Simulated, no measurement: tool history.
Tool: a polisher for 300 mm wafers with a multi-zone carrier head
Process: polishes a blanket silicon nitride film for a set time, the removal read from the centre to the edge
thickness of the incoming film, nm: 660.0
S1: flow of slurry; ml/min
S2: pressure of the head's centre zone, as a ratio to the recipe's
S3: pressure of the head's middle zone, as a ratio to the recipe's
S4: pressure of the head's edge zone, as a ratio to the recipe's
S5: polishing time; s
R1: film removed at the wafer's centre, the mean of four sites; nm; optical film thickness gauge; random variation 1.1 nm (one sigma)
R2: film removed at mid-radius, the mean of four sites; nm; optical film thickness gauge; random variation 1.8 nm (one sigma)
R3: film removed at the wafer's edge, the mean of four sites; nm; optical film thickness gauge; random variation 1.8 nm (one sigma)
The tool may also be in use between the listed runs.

run 1 hour=0 | S1=125 S2=1 S3=1 S4=1 S5=89 | R1=159.76 R2=155.83 R3=158.06
run 2 hour=5.4 | S1=125 S2=1.08 S3=1 S4=1 S5=89 | R1=170.85 R2=157.02 R3=156
run 3 hour=8.5 | S1=125 S2=1.08 S3=1 S4=1.08 S5=89 | R1=170.9 R2=159.79 R3=161.67
run 4 hour=17 | S1=125 S2=1.17 S3=1 S4=1.08 S5=89 | R1=183.34 R2=154.44 R3=161.51
run 5 hour=23.8 | S1=110 S2=1.17 S3=1 S4=1.08 S5=89 | R1=178.59 R2=157.01 R3=160.82
run 6 hour=27.8 | S1=125 S2=1.17 S3=1 S4=1.08 S5=89 | R1=183.69 R2=157.73 R3=159.4

The next listed run, before its measurement:
run 7 hour=35.3 | S1=120 S2=1.13 S3=0.99 S4=1.06 S5=87 | R1=? R2=? R3=?

Run 7 gave R1 173.93 nm, R2 148.84 nm, R3 155.19 nm.
